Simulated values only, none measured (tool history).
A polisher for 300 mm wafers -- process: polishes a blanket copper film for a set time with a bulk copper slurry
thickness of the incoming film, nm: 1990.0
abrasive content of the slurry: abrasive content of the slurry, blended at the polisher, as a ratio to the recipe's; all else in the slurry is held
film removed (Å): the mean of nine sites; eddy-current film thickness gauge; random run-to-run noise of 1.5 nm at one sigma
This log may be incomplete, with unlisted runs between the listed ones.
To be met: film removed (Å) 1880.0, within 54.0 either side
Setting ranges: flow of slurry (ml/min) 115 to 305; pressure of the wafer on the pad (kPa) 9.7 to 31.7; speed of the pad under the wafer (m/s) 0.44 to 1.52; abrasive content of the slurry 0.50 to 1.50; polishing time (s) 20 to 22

run    day  flow of slurry (ml/min)  pressure of the wafer on the pad (kPa)  speed of the pad under the wafer (m/s)  abrasive content of the slurry  polishing time (s)  film removed (Å)
  1  0.000                      195                                    20.7                                    0.98                            1.00                  22            2390.4
  2  0.025                      195                                    20.7                                    1.18                            1.00                  22            2882.7
  3  0.271                      190                                    18.6                                    1.18                            1.00                  22            2564.9
  4  0.546                      190                                    18.6                                    1.34                            1.00                  22            2958.1
  5  0.667                      185                                    16.5                                    1.34                            1.00                  22            2656.2
  6  0.775                      185                                    16.5                                    1.34                            0.90                  22            2512.6
  7  0.833                      180                                    15.2                                    1.34                            0.90                  22            2303.3
  8  1.138                      170                                    14.5                                    1.34                            0.90                  22            2160.8

Exercise: of the 4 proposed moves below, exactly one satisfies all targets within the stated allowed misses. Which move is it?
  A  1.442                      165                                    13.8                                    1.28                            0.85                  20                 ?
  B  1.442                      190                                    13.1                                    1.34                            0.90                  22                 ?
  C  1.442                      140                                    13.8                                    1.38                            0.85                  20                 ?
  D  1.442                      160                                    14.5                                    1.26                            0.75                  20                 ?

move  film removed (Å)
   A            1772.7
   B            2010.1
   C            1872.3
   D            1744.2
A: carries the result that was furthest off beyond its target, to the other side
B: nearer the targets than the last run, but a result is still out of spec
C: meets every target
D: carries the result that was furthest off beyond its target, to the other side
Correct choice: C, which meets every target
